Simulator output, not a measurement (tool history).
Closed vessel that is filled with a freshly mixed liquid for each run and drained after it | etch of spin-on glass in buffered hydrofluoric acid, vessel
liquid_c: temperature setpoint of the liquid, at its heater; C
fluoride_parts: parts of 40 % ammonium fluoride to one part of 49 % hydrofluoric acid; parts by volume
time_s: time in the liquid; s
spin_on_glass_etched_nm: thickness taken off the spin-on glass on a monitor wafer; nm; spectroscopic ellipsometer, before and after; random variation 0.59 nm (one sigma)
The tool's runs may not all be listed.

run  hour  liquid_c  fluoride_parts  time_s  spin_on_glass_etched_nm
  1   0.0      22.0            10.5      30                   62.284
  2   5.5      22.5            10.5      30                   63.651
  3  11.7      23.0            10.5      30                   66.504
  4  17.8      23.0             8.5      30                   77.543
  5  23.6      23.0             7.5      30                   89.500
  6  31.1      23.0             7.5      30                   90.669
  7  36.4      22.5             7.5      30                   86.869
  8  39.8      22.0             7.5      30                   84.731

The next listed run, before its measurement:
  9  48.8      21.5             7.5      30                        ?

spin_on_glass_etched_nm: 81.756 nm
